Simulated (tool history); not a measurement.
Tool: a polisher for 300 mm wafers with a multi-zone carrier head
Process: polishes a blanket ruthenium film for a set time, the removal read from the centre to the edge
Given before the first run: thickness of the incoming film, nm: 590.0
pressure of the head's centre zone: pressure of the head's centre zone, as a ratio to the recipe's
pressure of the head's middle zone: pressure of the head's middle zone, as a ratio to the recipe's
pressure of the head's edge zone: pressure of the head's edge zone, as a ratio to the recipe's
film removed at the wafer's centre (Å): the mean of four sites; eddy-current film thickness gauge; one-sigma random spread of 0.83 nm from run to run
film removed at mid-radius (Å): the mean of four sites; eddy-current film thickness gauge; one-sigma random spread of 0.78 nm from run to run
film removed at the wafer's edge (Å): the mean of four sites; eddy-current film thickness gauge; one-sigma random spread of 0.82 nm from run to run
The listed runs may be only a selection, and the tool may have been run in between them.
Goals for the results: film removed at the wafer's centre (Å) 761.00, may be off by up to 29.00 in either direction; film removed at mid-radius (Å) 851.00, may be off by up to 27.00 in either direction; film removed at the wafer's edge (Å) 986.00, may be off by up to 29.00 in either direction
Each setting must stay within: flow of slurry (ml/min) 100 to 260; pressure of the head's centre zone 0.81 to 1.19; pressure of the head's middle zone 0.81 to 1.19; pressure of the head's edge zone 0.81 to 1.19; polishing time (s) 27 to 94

run,hour,flow of slurry (ml/min),pressure of the head's centre zone,pressure of the head's middle zone,pressure of the head's edge zone,polishing time (s),film removed at the wafer's centre (Å),film removed at mid-radius (Å),film removed at the wafer's edge (Å)
1,0.0,165,1.00,1.00,1.00,60,712.87,705.94,710.99
2,7.9,165,1.00,1.00,1.00,66,782.61,777.78,794.26
3,11.3,165,1.00,1.00,1.00,59,689.36,700.18,705.46
4,12.5,170,0.98,0.99,1.03,61,711.11,719.69,738.75
5,17.8,170,0.98,0.99,1.03,47,547.24,541.91,573.80
6,23.4,170,0.98,1.06,1.03,47,541.77,578.64,572.96
7,27.0,170,0.96,1.04,1.06,52,591.46,648.98,641.21
8,28.7,170,0.94,1.00,1.08,55,613.08,656.50,692.84
9,36.6,175,0.93,0.99,1.10,57,626.18,675.02,712.36
10,43.3,165,0.92,0.98,1.11,60,653.52,685.83,759.42
11,52.0,165,0.91,0.98,1.12,62,670.30,713.19,787.49
12,54.1,170,0.90,0.97,1.13,64,688.95,742.45,817.25
13,61.9,170,0.89,0.97,1.14,66,695.04,755.83,855.41
14,65.0,220,0.86,0.98,1.19,71,775.28,841.20,950.84
15,68.0,220,0.85,0.98,1.19,71,769.44,849.76,934.22
16,69.0,215,0.85,0.97,1.19,71,744.39,837.77,939.50

Which single option among these 5 for the next run brings every result within its allowed miss of target? Just one does.
A,70.0,195,0.84,0.94,1.19,74,?,?,?
B,70.0,200,0.86,0.97,1.18,69,?,?,?
C,70.0,245,0.89,0.91,1.19,69,?,?,?
D,70.0,260,0.87,0.96,1.17,69,?,?,?
E,70.0,200,0.90,0.91,1.19,70,?,?,?

move,film removed at the wafer's centre (Å),film removed at mid-radius (Å),film removed at the wafer's edge (Å)
A,767.46,850.41,987.70
B,732.67,816.55,918.73
C,773.69,792.03,939.39
D,764.42,833.46,935.06
E,772.26,785.18,936.81
A: all results land within tolerance of their targets
B: moves away from the targets compared with the last run
C: moves away from the targets compared with the last run
D: moves away from the targets compared with the last run
E: moves away from the targets compared with the last run
Correct choice: A, which meets every target
